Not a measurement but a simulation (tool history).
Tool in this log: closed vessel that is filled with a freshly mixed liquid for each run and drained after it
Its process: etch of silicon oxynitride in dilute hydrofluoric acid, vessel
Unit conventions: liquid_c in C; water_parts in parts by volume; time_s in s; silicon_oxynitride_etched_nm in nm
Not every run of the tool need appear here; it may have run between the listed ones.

Run 1, hour 0: liquid_c 24 C, water_parts 40 parts by volume, time_s 90 s. Result: silicon_oxynitride_etched_nm 10.424 nm.
Run 2, hour 4.9: liquid_c 24 C, water_parts 45 parts by volume, time_s 90 s. Result: silicon_oxynitride_etched_nm 9.221 nm.
Run 3, hour 10.1: liquid_c 25.5 C, water_parts 45 parts by volume, time_s 90 s. Result: silicon_oxynitride_etched_nm 9.9239 nm.
Run 4, hour 12: liquid_c 26 C, water_parts 45 parts by volume, time_s 90 s. Result: silicon_oxynitride_etched_nm 10.012 nm.
Run 5, hour 21: liquid_c 26.5 C, water_parts 45 parts by volume, time_s 90 s. Result: silicon_oxynitride_etched_nm 10.34 nm.
Run 6, hour 27.4: liquid_c 27 C, water_parts 45 parts by volume, time_s 90 s. Result: silicon_oxynitride_etched_nm 10.612 nm.
Run 7, hour 31.9: liquid_c 27.5 C, water_parts 45 parts by volume, time_s 90 s. Result: silicon_oxynitride_etched_nm 10.986 nm.
Run 8, hour 37.7: liquid_c 27.5 C, water_parts 45 parts by volume, time_s 90 s. Result: silicon_oxynitride_etched_nm 10.818 nm.
Run 9, hour 46: liquid_c 28 C, water_parts 45 parts by volume, time_s 90 s. Result: silicon_oxynitride_etched_nm 11.253 nm.
Run 10, hour 53.2: liquid_c 28.5 C, water_parts 45 parts by volume, time_s 90 s. Result: silicon_oxynitride_etched_nm 11.408 nm.
Run 11, hour 58.1: liquid_c 29 C, water_parts 45 parts by volume, time_s 90 s. Result: silicon_oxynitride_etched_nm 11.597 nm.
Run 12, hour 61.9: liquid_c 29.5 C, water_parts 45 parts by volume, time_s 90 s. Result: silicon_oxynitride_etched_nm 11.927 nm.
Run 13, hour 66.2: liquid_c 30 C, water_parts 45 parts by volume, time_s 90 s. Result: silicon_oxynitride_etched_nm 12.244 nm.
Run 14, hour 67.8: liquid_c 31 C, water_parts 40 parts by volume, time_s 90 s. Result: silicon_oxynitride_etched_nm 14.586 nm.

Run 15 has not been measured yet. What should we expect?
Run 15, hour 75.2: liquid_c 31.5 C, water_parts 35 parts by volume, time_s 90 s. Result: silicon_oxynitride_etched_nm ?.

Run 15 yielded silicon_oxynitride_etched_nm 16.975 nm.
